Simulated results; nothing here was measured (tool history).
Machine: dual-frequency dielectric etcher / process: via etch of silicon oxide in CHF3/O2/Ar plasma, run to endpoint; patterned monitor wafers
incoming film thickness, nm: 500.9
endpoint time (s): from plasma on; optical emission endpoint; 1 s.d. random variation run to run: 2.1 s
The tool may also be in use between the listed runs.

{"run": 1, "hour": 0.0, "source power (W)": 500, "bias power (W)": 147, "endpoint time (s)": 315.73}
{"run": 2, "hour": 0.6, "source power (W)": 500, "bias power (W)": 129, "endpoint time (s)": 329.56}
{"run": 3, "hour": 2.9, "source power (W)": 500, "bias power (W)": 117, "endpoint time (s)": 339.98}
{"run": 4, "hour": 3.5, "source power (W)": 460, "bias power (W)": 117, "endpoint time (s)": 344.82}
{"run": 5, "hour": 11.1, "source power (W)": 460, "bias power (W)": 100, "endpoint time (s)": 368.17}
{"run": 6, "hour": 16.1, "source power (W)": 530, "bias power (W)": 100, "endpoint time (s)": 350.85}
{"run": 7, "hour": 20.1, "source power (W)": 580, "bias power (W)": 118, "endpoint time (s)": 326.6}
{"run": 8, "hour": 26.4, "source power (W)": 610, "bias power (W)": 132, "endpoint time (s)": 310.14}
{"run": 9, "hour": 29.5, "source power (W)": 630, "bias power (W)": 142, "endpoint time (s)": 296.17}

Expected results for the next run?
{"run": 10, "hour": 36.1, "source power (W)": 650, "bias power (W)": 146, "endpoint time (s)": "?"}

{"run 10": {"endpoint time (s)": 294.38}}

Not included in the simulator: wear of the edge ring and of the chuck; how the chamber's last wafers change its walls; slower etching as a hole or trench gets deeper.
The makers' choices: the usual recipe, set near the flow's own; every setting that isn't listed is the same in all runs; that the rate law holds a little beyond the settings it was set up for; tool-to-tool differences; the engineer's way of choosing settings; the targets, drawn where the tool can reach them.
